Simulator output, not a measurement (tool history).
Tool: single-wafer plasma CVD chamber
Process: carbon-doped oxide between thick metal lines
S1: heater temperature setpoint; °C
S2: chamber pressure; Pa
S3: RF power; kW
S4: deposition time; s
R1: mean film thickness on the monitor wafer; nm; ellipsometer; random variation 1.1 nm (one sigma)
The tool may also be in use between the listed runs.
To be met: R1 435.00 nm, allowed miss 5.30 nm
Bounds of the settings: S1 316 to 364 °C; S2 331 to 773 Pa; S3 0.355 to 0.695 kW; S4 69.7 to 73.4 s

run 1 hour=0.0 | S1=340 S2=552 S3=0.525 S4=73.4 | R1=375.41
run 2 hour=8.2 | S1=331 S2=552 S3=0.525 S4=73.4 | R1=383.94
run 3 hour=11.4 | S1=331 S2=487 S3=0.525 S4=73.4 | R1=375.93
run 4 hour=16.9 | S1=335 S2=487 S3=0.525 S4=73.4 | R1=371.34
-- hour=20.7 capacitance manometer re-zeroed and calibrated
run 5 hour=20.7 | S1=331 S2=567 S3=0.535 S4=73.4 | R1=397.21
run 6 hour=21.9 | S1=341 S2=567 S3=0.535 S4=73.4 | R1=386.97
run 7 hour=22.6 | S1=337 S2=620 S3=0.540 S4=73.4 | R1=399.90
run 8 hour=28.7 | S1=333 S2=651 S3=0.540 S4=73.4 | R1=407.63
run 9 hour=32.8 | S1=330 S2=677 S3=0.540 S4=73.4 | R1=414.08
run 10 hour=34.5 | S1=328 S2=699 S3=0.540 S4=73.4 | R1=420.81
run 11 hour=39.5 | S1=326 S2=709 S3=0.540 S4=73.4 | R1=421.60
run 12 hour=45.6 | S1=325 S2=725 S3=0.540 S4=73.4 | R1=425.63

Which of these 5 next moves meets every target?
run A hour=51.7 | S1=332 S2=640 S3=0.575 S4=70.4 | R1=?
run B hour=51.7 | S1=327 S2=723 S3=0.530 S4=73.2 | R1=?
run C hour=51.7 | S1=321 S2=635 S3=0.570 S4=69.7 | R1=?
run D hour=51.7 | S1=330 S2=773 S3=0.555 S4=73.4 | R1=?
run E hour=51.7 | S1=336 S2=597 S3=0.555 S4=73.4 | R1=?

move=A R1=412.94
move=B R1=413.40
move=C R1=418.00
move=D R1=432.35
move=E R1=407.78
A: further off than the last run
B: further off than the last run
C: further off than the last run
D: meets every target
E: further off than the last run
The right move is D.

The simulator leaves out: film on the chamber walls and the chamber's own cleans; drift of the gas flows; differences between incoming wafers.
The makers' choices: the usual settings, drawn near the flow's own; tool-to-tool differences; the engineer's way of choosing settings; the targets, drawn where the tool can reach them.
